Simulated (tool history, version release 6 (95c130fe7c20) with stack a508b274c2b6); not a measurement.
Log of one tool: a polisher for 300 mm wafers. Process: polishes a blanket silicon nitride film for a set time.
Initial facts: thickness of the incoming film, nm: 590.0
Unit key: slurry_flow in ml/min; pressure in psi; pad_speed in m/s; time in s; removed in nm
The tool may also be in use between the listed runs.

| run | day | slurry_flow | pressure | pad_speed | time | removed |
|---|---|---|---|---|---|---|
| 1 | 0 | 290 | 4.2 | 0.88 | 28 | 58.804 |
| 2 | 0.05 | 290 | 3.4 | 0.88 | 28 | 49.723 |
| 3 | 0.246 | 340 | 3.4 | 0.88 | 28 | 49.309 |
| 4 | 0.304 | 340 | 3.4 | 0.96 | 28 | 54.069 |
| 5 | 0.612 | 340 | 3 | 0.96 | 28 | 47.813 |
| 6 | 0.717 | 380 | 3 | 0.96 | 28 | 48.754 |
| 7 | 0.933 | 380 | 3 | 0.96 | 28 | 48.409 |
| 8 | 1.046 | 380 | 2.8 | 0.96 | 28 | 46.131 |

Run 9 comes next. What will it give?
| 9 | 1.262 | 380 | 2.6 | 0.96 | 28 | ? |

Run 9 produced removed 42.775 nm.

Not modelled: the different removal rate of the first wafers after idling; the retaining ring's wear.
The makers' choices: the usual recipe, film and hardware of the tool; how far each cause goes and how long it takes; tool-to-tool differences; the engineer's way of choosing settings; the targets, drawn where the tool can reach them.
